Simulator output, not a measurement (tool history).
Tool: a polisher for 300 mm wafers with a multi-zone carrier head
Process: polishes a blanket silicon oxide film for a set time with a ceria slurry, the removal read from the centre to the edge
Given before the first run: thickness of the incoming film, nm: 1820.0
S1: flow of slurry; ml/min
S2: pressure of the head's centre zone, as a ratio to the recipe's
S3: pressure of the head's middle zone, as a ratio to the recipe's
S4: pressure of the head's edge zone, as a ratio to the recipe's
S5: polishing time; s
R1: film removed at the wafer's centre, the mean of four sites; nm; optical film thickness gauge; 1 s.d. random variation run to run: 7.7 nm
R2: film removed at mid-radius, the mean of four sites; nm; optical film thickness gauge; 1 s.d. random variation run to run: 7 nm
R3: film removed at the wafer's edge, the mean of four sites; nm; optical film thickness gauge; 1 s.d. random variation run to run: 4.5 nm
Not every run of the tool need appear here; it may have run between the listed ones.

run  hour   S1    S2    S3    S4  S5      R1      R2      R3
  1   0.0  315  1.00  1.00  1.00  50  405.29  414.85  421.93
  2   3.4  315  1.07  1.00  1.00  50  439.67  417.44  420.00
  3   6.7  315  1.07  1.00  1.00  63  562.51  524.18  534.70
  4  13.7  315  1.06  0.97  1.02  63  563.41  507.21  540.27
  5  19.7  315  1.05  0.96  1.04  63  541.22  497.62  546.54
  6  27.7  315  1.01  0.96  1.04  63  529.76  505.09  550.05

Run 7 comes next. What will it give?
  7  34.8  315  1.01  0.96  1.04  63   ?   ?   ?

Logged for run 7: R1 545.20 nm, R2 498.31 nm, R3 542.92 nm.

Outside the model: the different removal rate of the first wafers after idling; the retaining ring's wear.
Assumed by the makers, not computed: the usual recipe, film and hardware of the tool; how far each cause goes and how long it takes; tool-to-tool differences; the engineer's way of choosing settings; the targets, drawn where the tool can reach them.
